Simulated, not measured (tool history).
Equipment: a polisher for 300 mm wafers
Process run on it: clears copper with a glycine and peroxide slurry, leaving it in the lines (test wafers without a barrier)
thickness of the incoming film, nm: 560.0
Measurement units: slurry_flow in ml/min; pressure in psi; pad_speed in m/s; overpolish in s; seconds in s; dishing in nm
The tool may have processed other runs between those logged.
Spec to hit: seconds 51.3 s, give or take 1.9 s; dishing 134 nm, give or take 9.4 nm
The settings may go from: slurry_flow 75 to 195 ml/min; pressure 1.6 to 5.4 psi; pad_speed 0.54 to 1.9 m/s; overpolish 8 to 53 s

Run 1, hour 0: slurry_flow 125 ml/min, pressure 3.5 psi, pad_speed 1.22 m/s, overpolish 27 s. Result: seconds 74.35 s, dishing 98.013 nm.
Run 2, hour 6.6: slurry_flow 125 ml/min, pressure 3.5 psi, pad_speed 1.22 m/s, overpolish 18 s. Result: seconds 72.36 s, dishing 79.841 nm.
Run 3, hour 13.5: slurry_flow 125 ml/min, pressure 3.5 psi, pad_speed 0.96 m/s, overpolish 18 s. Result: seconds 92.165 s, dishing 68.711 nm.
Run 4, hour 22.3: slurry_flow 130 ml/min, pressure 4 psi, pad_speed 0.98 m/s, overpolish 21 s. Result: seconds 79.848 s, dishing 82.21 nm.
Run 5, hour 30.2: slurry_flow 135 ml/min, pressure 4.4 psi, pad_speed 1 m/s, overpolish 23 s. Result: seconds 70.671 s, dishing 95.654 nm.
Run 6, hour 30.9: slurry_flow 105 ml/min, pressure 4.4 psi, pad_speed 1 m/s, overpolish 23 s. Result: seconds 75.756 s, dishing 93.239 nm.
Run 7, hour 34.2: slurry_flow 115 ml/min, pressure 4.7 psi, pad_speed 1.02 m/s, overpolish 24 s. Result: seconds 67.673 s, dishing 101.47 nm.
Run 8, hour 36.6: slurry_flow 125 ml/min, pressure 4.9 psi, pad_speed 1.02 m/s, overpolish 25 s. Result: seconds 63.959 s, dishing 106.29 nm.
Run 9, hour 38.6: slurry_flow 135 ml/min, pressure 5 psi, pad_speed 1.04 m/s, overpolish 26 s. Result: seconds 61.695 s, dishing 114.93 nm.
Run 10, hour 46.9: slurry_flow 140 ml/min, pressure 5.1 psi, pad_speed 1.06 m/s, overpolish 26 s. Result: seconds 59.077 s, dishing 115.02 nm.
Run 11, hour 53.8: slurry_flow 140 ml/min, pressure 5.2 psi, pad_speed 1.08 m/s, overpolish 27 s. Result: seconds 57.812 s, dishing 113.05 nm.
Run 12, hour 55.6: slurry_flow 140 ml/min, pressure 5.3 psi, pad_speed 1.12 m/s, overpolish 29 s. Result: seconds 55.155 s, dishing 120.99 nm.
Run 13, hour 57.5: slurry_flow 140 ml/min, pressure 5.3 psi, pad_speed 1.14 m/s, overpolish 30 s. Result: seconds 53.469 s, dishing 128.19 nm.

Exercise: of the 4 proposed moves below, exactly one satisfies all targets within the stated allowed misses. Which move is it?
Run A, hour 59.4: slurry_flow 150 ml/min, pressure 4.9 psi, pad_speed 1.4 m/s, overpolish 24 s. Result: seconds ?, dishing ?.
Run B, hour 59.4: slurry_flow 90 ml/min, pressure 5.4 psi, pad_speed 1.44 m/s, overpolish 21 s. Result: seconds ?, dishing ?.
Run C, hour 59.4: slurry_flow 120 ml/min, pressure 5.4 psi, pad_speed 1.2 m/s, overpolish 22 s. Result: seconds ?, dishing ?.
Run D, hour 59.4: slurry_flow 145 ml/min, pressure 5.4 psi, pad_speed 1.16 m/s, overpolish 34 s. Result: seconds ?, dishing ?.

move  seconds  dishing
   A   46.912   116.67
   B   45.887   112.06
   C   51.318    109.5
   D   51.262   129.75
A: pushes the last run's worst result past its target
B: pushes the last run's worst result past its target
C: corrects the largest miss of the last run, while another result sits out of spec
D: every result within its allowed miss
The right move is D.

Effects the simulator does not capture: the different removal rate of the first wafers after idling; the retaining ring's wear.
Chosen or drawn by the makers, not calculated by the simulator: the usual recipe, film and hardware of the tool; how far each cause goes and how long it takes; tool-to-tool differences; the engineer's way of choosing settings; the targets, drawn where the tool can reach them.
